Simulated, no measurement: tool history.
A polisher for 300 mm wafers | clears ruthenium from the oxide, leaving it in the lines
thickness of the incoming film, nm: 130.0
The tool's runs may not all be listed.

run  hour  flow of slurry (ml/min)  pressure of the wafer on the pad (kPa)  speed of the pad under the wafer (cm/s)  overpolish time after the end point (s)  time until the end point was called (s)
  1   0.0                      285                                    17.9                                       78                                        7                                  115.030
  2   4.3                      285                                    16.5                                       78                                        7                                  126.550
  3   5.7                      285                                    20.0                                       78                                        7                                  102.850
  4   9.9                      285                                    20.0                                       70                                        7                                  115.950
  5  15.8                      285                                    20.0                                       82                                        7                                   98.496
  6  18.1                      285                                    17.2                                       82                                        7                                  114.280
  7  21.8                      285                                    15.9                                       82                                        7                                  126.710

Forecast run 8:
  8  30.4                      285                                    15.2                                       82                                        7                                        ?

time until the end point was called (s): 127.880
